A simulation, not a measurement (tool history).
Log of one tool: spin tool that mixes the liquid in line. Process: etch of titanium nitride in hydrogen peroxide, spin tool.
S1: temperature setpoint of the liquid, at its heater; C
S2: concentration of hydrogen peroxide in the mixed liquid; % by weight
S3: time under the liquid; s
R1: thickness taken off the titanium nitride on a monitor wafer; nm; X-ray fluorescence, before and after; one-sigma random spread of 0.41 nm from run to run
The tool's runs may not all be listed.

Run 1, day 0: S1 49 C, S2 22 % by weight, S3 315 s. Result: R1 25.457 nm.
Run 2, day 0.033: S1 49 C, S2 22 % by weight, S3 315 s. Result: R1 25.536 nm.
Run 3, day 0.371: S1 46.5 C, S2 22 % by weight, S3 315 s. Result: R1 21.525 nm.
Run 4, day 0.517: S1 46.5 C, S2 23.5 % by weight, S3 315 s. Result: R1 21.811 nm.
Run 5, day 0.838: S1 46.5 C, S2 23.5 % by weight, S3 315 s. Result: R1 21.5 nm.
Run 6, day 0.883: S1 46.5 C, S2 23.5 % by weight, S3 335 s. Result: R1 23.052 nm.
Run 7, day 1.171: S1 48.5 C, S2 23.5 % by weight, S3 335 s. Result: R1 26.419 nm.
Run 8, day 1.292: S1 50 C, S2 23.5 % by weight, S3 335 s. Result: R1 29.702 nm.

Expected results for the next run?
Run 9, day 1.529: S1 58 C, S2 24 % by weight, S3 335 s. Result: R1 ?.

Run 9 yielded R1 52.328 nm.
